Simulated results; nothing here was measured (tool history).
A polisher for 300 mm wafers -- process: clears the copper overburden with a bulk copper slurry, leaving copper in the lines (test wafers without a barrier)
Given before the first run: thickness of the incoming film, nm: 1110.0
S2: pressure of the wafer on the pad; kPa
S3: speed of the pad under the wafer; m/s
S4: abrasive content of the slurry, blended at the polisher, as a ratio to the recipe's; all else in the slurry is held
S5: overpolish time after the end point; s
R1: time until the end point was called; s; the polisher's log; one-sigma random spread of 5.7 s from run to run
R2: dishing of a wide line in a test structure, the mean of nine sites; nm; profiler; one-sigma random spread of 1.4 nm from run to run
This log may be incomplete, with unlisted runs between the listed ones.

Run 1, hour 0.0: flow of slurry (ml/min) 280, S2 22.8 kPa, S3 0.92 m/s, S4 1.0, S5 27 s. Result: R1 121.35 s, R2 97.992 nm.
Run 2, hour 1.6: flow of slurry (ml/min) 275, S2 19.3 kPa, S3 0.82 m/s, S4 1.0, S5 31 s. Result: R1 165.75 s, R2 89.586 nm.
Run 3, hour 9.8: flow of slurry (ml/min) 275, S2 16.5 kPa, S3 0.78 m/s, S4 1.0, S5 34 s. Result: R1 196.78 s, R2 84.333 nm.
Run 4, hour 14.3: flow of slurry (ml/min) 275, S2 14.5 kPa, S3 0.74 m/s, S4 1.0, S5 37 s. Result: R1 233.38 s, R2 76.240 nm.
Run 5, hour 16.7: flow of slurry (ml/min) 275, S2 14.5 kPa, S3 0.74 m/s, S4 1.2, S5 37 s. Result: R1 226.57 s, R2 79.965 nm.
Run 6, hour 22.8: flow of slurry (ml/min) 275, S2 13.1 kPa, S3 0.72 m/s, S4 1.2, S5 40 s. Result: R1 256.65 s, R2 76.922 nm.
Run 7, hour 23.4: flow of slurry (ml/min) 275, S2 12.4 kPa, S3 0.72 m/s, S4 1.2, S5 42 s. Result: R1 265.17 s, R2 75.156 nm.

What will run 8 give?
Run 8, hour 30.4: flow of slurry (ml/min) 275, S2 12.4 kPa, S3 0.72 m/s, S4 1.2, S5 42 s. Result: R1 ?, R2 ?.

{"run 8": {"R1": 273.5, "R2": 77.306}}
